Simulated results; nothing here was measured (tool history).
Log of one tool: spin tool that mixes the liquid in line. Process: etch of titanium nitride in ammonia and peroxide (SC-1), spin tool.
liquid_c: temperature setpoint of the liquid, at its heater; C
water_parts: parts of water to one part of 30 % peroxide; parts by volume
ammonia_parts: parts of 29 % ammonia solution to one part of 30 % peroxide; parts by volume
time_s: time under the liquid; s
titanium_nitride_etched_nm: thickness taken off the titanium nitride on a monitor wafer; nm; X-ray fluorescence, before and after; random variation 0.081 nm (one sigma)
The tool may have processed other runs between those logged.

| run | hour | liquid_c | water_parts | ammonia_parts | time_s | titanium_nitride_etched_nm |
|---|---|---|---|---|---|---|
| 1 | 0.0 | 59.0 | 21.0 | 0.5 | 100 | 9.4570 |
| 2 | 8.1 | 54.5 | 21.0 | 0.5 | 100 | 6.9728 |
| 3 | 11.5 | 60.0 | 21.0 | 0.5 | 100 | 10.1070 |
| 4 | 16.1 | 53.5 | 21.0 | 0.5 | 100 | 6.5168 |
| 5 | 19.9 | 50.0 | 21.0 | 0.5 | 100 | 5.1131 |
| 6 | 22.6 | 50.0 | 26.5 | 0.5 | 100 | 4.4855 |
| 7 | 26.6 | 54.0 | 26.5 | 0.5 | 100 | 5.9778 |
| 8 | 35.5 | 57.0 | 26.5 | 0.5 | 100 | 7.2237 |

Run 9 has not been measured yet. What should we expect?
| 9 | 40.4 | 59.0 | 26.5 | 0.5 | 100 | ? |

titanium_nitride_etched_nm: 8.3094 nm

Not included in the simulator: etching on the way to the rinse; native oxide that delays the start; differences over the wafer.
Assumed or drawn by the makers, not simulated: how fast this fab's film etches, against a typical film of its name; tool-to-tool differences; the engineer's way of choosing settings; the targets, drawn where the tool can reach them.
